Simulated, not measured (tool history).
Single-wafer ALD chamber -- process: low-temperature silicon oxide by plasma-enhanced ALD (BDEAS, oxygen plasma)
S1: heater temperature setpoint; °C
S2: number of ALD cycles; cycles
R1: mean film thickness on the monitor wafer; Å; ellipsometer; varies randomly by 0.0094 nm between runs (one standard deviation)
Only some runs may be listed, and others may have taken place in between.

run    day  S1  S2      R1
  1      0  85  20  30.953
  2  0.138  88  19   29.09
  3  0.358  89  18   27.25
  4  0.383  80  18  28.222
  5  0.679  84  17  26.321
  6  1.021  92  17  25.565
  7  1.275  94  17   25.58

Estimate the outcome of run 8 from the log above:
  8  1.488  95  17   ?

R1: 25.236 Å

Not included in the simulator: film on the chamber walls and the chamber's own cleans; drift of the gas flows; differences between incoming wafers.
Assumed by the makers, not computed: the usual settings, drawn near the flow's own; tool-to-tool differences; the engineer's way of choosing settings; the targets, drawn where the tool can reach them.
